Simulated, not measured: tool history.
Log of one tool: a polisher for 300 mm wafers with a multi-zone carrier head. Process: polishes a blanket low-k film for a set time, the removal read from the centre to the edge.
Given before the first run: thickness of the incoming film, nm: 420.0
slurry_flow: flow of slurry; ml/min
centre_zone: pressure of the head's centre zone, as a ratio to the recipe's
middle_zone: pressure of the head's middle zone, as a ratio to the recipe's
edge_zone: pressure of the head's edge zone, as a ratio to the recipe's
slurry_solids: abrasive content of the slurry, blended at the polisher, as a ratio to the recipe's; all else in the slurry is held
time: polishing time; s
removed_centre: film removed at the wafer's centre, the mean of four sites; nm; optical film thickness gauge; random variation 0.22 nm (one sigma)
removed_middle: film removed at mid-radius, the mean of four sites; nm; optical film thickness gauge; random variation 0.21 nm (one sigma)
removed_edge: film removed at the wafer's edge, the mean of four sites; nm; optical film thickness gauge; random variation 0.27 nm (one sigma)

{"run": 1, "hour": 0.0, "slurry_flow": 225, "centre_zone": 1, "middle_zone": 1, "edge_zone": 1, "slurry_solids": 1, "time": 45, "removed_centre": 24.974, "removed_middle": 24.414, "removed_edge": 25.045}
{"run": 2, "hour": 4.3, "slurry_flow": 225, "centre_zone": 1, "middle_zone": 1, "edge_zone": 1.09, "slurry_solids": 1, "time": 45, "removed_centre": 24.401, "removed_middle": 24.555, "removed_edge": 24.67}
{"run": 3, "hour": 9.9, "slurry_flow": 225, "centre_zone": 1, "middle_zone": 0.94, "edge_zone": 1.09, "slurry_solids": 1, "time": 45, "removed_centre": 24.44, "removed_middle": 23.014, "removed_edge": 25.442}
{"run": 4, "hour": 15.4, "slurry_flow": 225, "centre_zone": 1.01, "middle_zone": 0.95, "edge_zone": 1.09, "slurry_solids": 0.95, "time": 45, "removed_centre": 24.641, "removed_middle": 22.86, "removed_edge": 24.597}
{"run": 5, "hour": 23.8, "slurry_flow": 225, "centre_zone": 1.01, "middle_zone": 1.02, "edge_zone": 1.09, "slurry_solids": 0.95, "time": 45, "removed_centre": 24.082, "removed_middle": 24.344, "removed_edge": 24.463}
{"run": 6, "hour": 32.4, "slurry_flow": 225, "centre_zone": 1.02, "middle_zone": 1.02, "edge_zone": 1.09, "slurry_solids": 0.9, "time": 44, "removed_centre": 23.048, "removed_middle": 22.835, "removed_edge": 23.832}
{"run": 7, "hour": 37.6, "slurry_flow": 225, "centre_zone": 1.06, "middle_zone": 0.97, "edge_zone": 0.99, "slurry_solids": 0.65, "time": 41, "removed_centre": 19.216, "removed_middle": 17.98, "removed_edge": 18.209}
{"run": 8, "hour": 45.9, "slurry_flow": 230, "centre_zone": 1.07, "middle_zone": 0.97, "edge_zone": 0.99, "slurry_solids": 0.65, "time": 41, "removed_centre": 19.675, "removed_middle": 17.658, "removed_edge": 18.543}
{"run": 9, "hour": 50.7, "slurry_flow": 230, "centre_zone": 1.07, "middle_zone": 0.98, "edge_zone": 0.99, "slurry_solids": 0.65, "time": 41, "removed_centre": 19.659, "removed_middle": 17.683, "removed_edge": 18.857}

Predict the results of run 10:
{"run": 10, "hour": 54.6, "slurry_flow": 225, "centre_zone": 1.08, "middle_zone": 0.99, "edge_zone": 0.98, "slurry_solids": 0.65, "time": 41, "removed_centre": "?", "removed_middle": "?", "removed_edge": "?"}

removed_centre: 19.299 nm
removed_middle: 18.285 nm
removed_edge: 18.493 nm
